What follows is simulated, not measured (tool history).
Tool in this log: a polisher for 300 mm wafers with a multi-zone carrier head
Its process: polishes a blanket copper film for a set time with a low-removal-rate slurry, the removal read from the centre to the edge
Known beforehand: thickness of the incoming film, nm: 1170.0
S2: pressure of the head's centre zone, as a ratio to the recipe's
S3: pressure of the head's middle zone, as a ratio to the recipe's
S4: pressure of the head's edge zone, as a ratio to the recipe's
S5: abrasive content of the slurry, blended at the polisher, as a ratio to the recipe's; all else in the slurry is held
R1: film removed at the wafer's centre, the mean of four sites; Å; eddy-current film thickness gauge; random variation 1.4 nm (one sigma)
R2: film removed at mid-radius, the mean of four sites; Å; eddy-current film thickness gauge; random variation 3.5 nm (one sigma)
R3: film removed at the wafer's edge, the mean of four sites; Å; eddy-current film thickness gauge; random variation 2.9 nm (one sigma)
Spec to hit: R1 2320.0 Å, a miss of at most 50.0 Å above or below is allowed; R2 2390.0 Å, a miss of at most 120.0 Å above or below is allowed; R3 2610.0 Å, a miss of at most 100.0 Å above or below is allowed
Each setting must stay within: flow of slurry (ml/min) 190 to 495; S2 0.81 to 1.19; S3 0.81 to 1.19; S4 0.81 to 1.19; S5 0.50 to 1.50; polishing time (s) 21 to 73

run 1 hour=0.0 | flow_of_slurry_(ml/min)=320 S2=1.00 S3=1.00 S4=1.00 S5=1.00 polishing_time_(s)=47 | R1=1717.9 R2=1719.5 R3=1800.7
run 2 hour=0.6 | flow_of_slurry_(ml/min)=320 S2=1.00 S3=0.92 S4=1.00 S5=1.00 polishing_time_(s)=47 | R1=1707.2 R2=1618.2 R3=1812.2
run 3 hour=2.0 | flow_of_slurry_(ml/min)=320 S2=1.00 S3=0.97 S4=1.00 S5=1.00 polishing_time_(s)=47 | R1=1731.2 R2=1675.3 R3=1809.3
run 4 hour=9.7 | flow_of_slurry_(ml/min)=320 S2=1.00 S3=0.97 S4=1.08 S5=1.00 polishing_time_(s)=47 | R1=1721.7 R2=1681.6 R3=1872.8
run 5 hour=14.3 | flow_of_slurry_(ml/min)=320 S2=1.00 S3=0.97 S4=1.08 S5=1.00 polishing_time_(s)=55 | R1=2014.9 R2=1976.3 R3=2197.4
run 6 hour=15.5 | flow_of_slurry_(ml/min)=325 S2=1.00 S3=0.99 S4=1.10 S5=1.10 polishing_time_(s)=55 | R1=2067.7 R2=2112.5 R3=2253.6
run 7 hour=19.5 | flow_of_slurry_(ml/min)=325 S2=1.00 S3=0.97 S4=1.12 S5=1.20 polishing_time_(s)=56 | R1=2173.8 R2=2127.5 R3=2421.9
run 8 hour=20.8 | flow_of_slurry_(ml/min)=335 S2=1.00 S3=0.99 S4=1.14 S5=1.25 polishing_time_(s)=56 | R1=2196.0 R2=2174.4 R3=2470.8

Of the 4 settings listed for the next run, only one would bring every result within its allowed miss of target. Which one?
run A hour=22.1 | flow_of_slurry_(ml/min)=285 S2=0.99 S3=1.02 S4=1.13 S5=1.20 polishing_time_(s)=62 | R1=? R2=? R3=?
run B hour=22.1 | flow_of_slurry_(ml/min)=330 S2=0.95 S3=1.02 S4=1.16 S5=1.35 polishing_time_(s)=58 | R1=? R2=? R3=?
run C hour=22.1 | flow_of_slurry_(ml/min)=255 S2=0.86 S3=1.07 S4=1.19 S5=1.35 polishing_time_(s)=65 | R1=? R2=? R3=?
run D hour=22.1 | flow_of_slurry_(ml/min)=430 S2=0.92 S3=0.93 S4=1.18 S5=1.40 polishing_time_(s)=61 | R1=? R2=? R3=?

move=A R1=2305.7 R2=2418.5 R3=2646.6
move=B R1=2168.7 R2=2368.8 R3=2620.7
move=C R1=2146.0 R2=2705.1 R3=2926.0
move=D R1=2276.1 R2=2374.1 R3=2854.6
A: in spec on every target
B: the biggest miss grows against the last run
C: the biggest miss grows against the last run
D: the furthest-off result lands on target, but another misses its tolerance
Correct choice: A, which meets every target
